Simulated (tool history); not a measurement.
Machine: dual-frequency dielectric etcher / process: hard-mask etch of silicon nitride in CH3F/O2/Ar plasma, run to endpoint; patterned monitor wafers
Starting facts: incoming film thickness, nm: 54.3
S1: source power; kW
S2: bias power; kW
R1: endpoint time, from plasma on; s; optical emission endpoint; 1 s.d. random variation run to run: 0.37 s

{"run": 1, "hour": 0.0, "S1": 0.53, "S2": 0.074, "R1": 76.69}
{"run": 2, "hour": 0.8, "S1": 0.53, "S2": 0.086, "R1": 73.654}
{"run": 3, "hour": 6.1, "S1": 0.59, "S2": 0.086, "R1": 70.929}
{"run": 4, "hour": 14.7, "S1": 0.62, "S2": 0.086, "R1": 69.351}
{"run": 5, "hour": 20.8, "S1": 0.66, "S2": 0.086, "R1": 67.964}
{"run": 6, "hour": 22.4, "S1": 0.6, "S2": 0.083, "R1": 71.069}
{"hour": 26.8, "done": "source power generator calibrated"}
{"run": 7, "hour": 26.8, "S1": 0.6, "S2": 0.083, "R1": 70.086}

Run 8 comes next. What will it give?
{"run": 8, "hour": 34.3, "S1": 0.55, "S2": 0.081, "R1": "?"}

{"run 8": {"R1": 72.991}}
